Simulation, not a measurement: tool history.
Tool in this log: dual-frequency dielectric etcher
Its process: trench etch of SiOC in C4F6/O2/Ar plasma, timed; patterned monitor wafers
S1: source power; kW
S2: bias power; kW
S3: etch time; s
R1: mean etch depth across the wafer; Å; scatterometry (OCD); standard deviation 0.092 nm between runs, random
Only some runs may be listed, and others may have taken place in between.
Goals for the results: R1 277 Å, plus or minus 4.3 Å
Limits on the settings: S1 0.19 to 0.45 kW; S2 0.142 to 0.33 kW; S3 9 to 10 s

run  hour    S1     S2  S3      R1
  1     0  0.32  0.236  10   223.9
  2   1.9  0.36  0.252  10  245.01
  3     9  0.36  0.213  10  224.76
  4  13.8  0.39  0.229  10  242.51
  5  22.2  0.39  0.253  10  255.84
  6  23.3  0.37  0.253  10  248.52
  7  31.3  0.39  0.255  10  255.39
  8  36.2  0.41  0.257  10  262.19
  9  38.3  0.42  0.259  10  265.91

Consider the 5 candidate settings below. Which is the only one whose results all fall within their allowed miss of target?
  A  40.4  0.43  0.269  10   ?
  B  40.4  0.43   0.22  10   ?
  C  40.4  0.43  0.292  10   ?
  D  40.4  0.43  0.252  10   ?
  E  40.4  0.45  0.285  10   ?

move      R1
   A  275.05
   B  250.19
   C   285.7
   D   266.8
   E  288.56
A: every result lands within tolerance
B: its largest miss is bigger than the last run's
C: carries the result that was furthest off beyond its target, to the other side
D: gains on the last run, yet a result remains outside its allowed miss
E: carries the result that was furthest off beyond its target, to the other side
A meets every target.
